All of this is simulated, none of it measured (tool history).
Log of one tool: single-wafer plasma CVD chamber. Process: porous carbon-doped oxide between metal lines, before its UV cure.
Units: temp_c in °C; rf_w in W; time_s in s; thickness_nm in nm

run	hour	temp_c	rf_w	time_s	thickness_nm
1	0	285	545	30	161.49
2	3.4	279	560	30	170.72
3	5.7	279	600	30	177.49
4	12.2	279	600	28.7	169.38
# hour 17.3: thermocouple changed; heater temperature recalibrated
5	17.3	275	615	28.8	181.99
6	24.7	273	615	28.8	184.2

Forecast run 7:
7	29	271	615	28.8	?

Run 7 gave thickness_nm 186.15 nm.
